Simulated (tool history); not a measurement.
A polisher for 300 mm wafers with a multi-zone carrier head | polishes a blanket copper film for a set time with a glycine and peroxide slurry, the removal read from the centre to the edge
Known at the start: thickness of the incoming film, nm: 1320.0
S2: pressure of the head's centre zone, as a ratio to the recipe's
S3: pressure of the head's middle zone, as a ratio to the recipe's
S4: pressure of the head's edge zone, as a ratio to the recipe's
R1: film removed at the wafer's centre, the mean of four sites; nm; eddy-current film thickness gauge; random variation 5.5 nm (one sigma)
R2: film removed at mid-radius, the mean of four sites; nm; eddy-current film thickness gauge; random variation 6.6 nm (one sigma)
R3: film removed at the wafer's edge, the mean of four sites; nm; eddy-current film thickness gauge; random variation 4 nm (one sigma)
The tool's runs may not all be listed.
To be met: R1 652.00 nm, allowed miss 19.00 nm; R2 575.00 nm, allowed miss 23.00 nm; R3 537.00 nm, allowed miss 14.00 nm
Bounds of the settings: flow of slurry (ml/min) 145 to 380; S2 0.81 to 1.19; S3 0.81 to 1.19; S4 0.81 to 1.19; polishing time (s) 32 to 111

{"run": 1, "day": 0.0, "flow of slurry (ml/min)": 245, "S2": 1.0, "S3": 1.0, "S4": 1.0, "polishing time (s)": 71, "R1": 425.05, "R2": 431.87, "R3": 417.32}
{"run": 2, "day": 0.092, "flow of slurry (ml/min)": 260, "S2": 1.04, "S3": 1.02, "S4": 1.02, "polishing time (s)": 74, "R1": 470.73, "R2": 446.78, "R3": 446.37}
{"run": 3, "day": 0.158, "flow of slurry (ml/min)": 265, "S2": 1.06, "S3": 1.05, "S4": 1.01, "polishing time (s)": 77, "R1": 492.06, "R2": 487.3, "R3": 464.44}
{"run": 4, "day": 0.517, "flow of slurry (ml/min)": 280, "S2": 1.09, "S3": 1.06, "S4": 1.0, "polishing time (s)": 79, "R1": 523.36, "R2": 502.1, "R3": 473.37}
{"run": 5, "day": 0.675, "flow of slurry (ml/min)": 220, "S2": 1.09, "S3": 1.06, "S4": 1.0, "polishing time (s)": 79, "R1": 508.05, "R2": 487.55, "R3": 459.46}
{"run": 6, "day": 0.75, "flow of slurry (ml/min)": 240, "S2": 1.11, "S3": 1.07, "S4": 1.0, "polishing time (s)": 81, "R1": 535.83, "R2": 515.49, "R3": 478.78}
{"run": 7, "day": 1.05, "flow of slurry (ml/min)": 255, "S2": 1.13, "S3": 1.07, "S4": 1.0, "polishing time (s)": 82, "R1": 556.69, "R2": 508.73, "R3": 482.64}
{"run": 8, "day": 1.35, "flow of slurry (ml/min)": 275, "S2": 1.19, "S3": 1.15, "S4": 1.06, "polishing time (s)": 90, "R1": 642.59, "R2": 601.55, "R3": 553.34}

Which of these 5 next moves meets every target?
{"run": "A", "day": 1.65, "flow of slurry (ml/min)": 275, "S2": 1.19, "S3": 1.08, "S4": 1.0, "polishing time (s)": 90, "R1": "?", "R2": "?", "R3": "?"}
{"run": "B", "day": 1.65, "flow of slurry (ml/min)": 245, "S2": 1.17, "S3": 1.19, "S4": 0.93, "polishing time (s)": 94, "R1": "?", "R2": "?", "R3": "?"}
{"run": "C", "day": 1.65, "flow of slurry (ml/min)": 285, "S2": 1.19, "S3": 1.19, "S4": 0.82, "polishing time (s)": 91, "R1": "?", "R2": "?", "R3": "?"}
{"run": "D", "day": 1.65, "flow of slurry (ml/min)": 285, "S2": 1.19, "S3": 1.14, "S4": 0.98, "polishing time (s)": 96, "R1": "?", "R2": "?", "R3": "?"}
{"run": "E", "day": 1.65, "flow of slurry (ml/min)": 295, "S2": 1.11, "S3": 1.19, "S4": 1.01, "polishing time (s)": 89, "R1": "?", "R2": "?", "R3": "?"}

move=A R1=640.36 R2=582.21 R3=543.29
move=B R1=650.43 R2=645.48 R3=542.89
move=C R1=650.28 R2=634.14 R3=502.00
move=D R1=685.80 R2=648.05 R3=574.96
move=E R1=597.78 R2=622.22 R3=541.82
A: meets every target
B: brings the result that was furthest off to its target, and leaves another outside
C: takes the result that was furthest off past its target
D: further off than the last run
E: brings the result that was furthest off to its target, and leaves another outside
The right move is A.
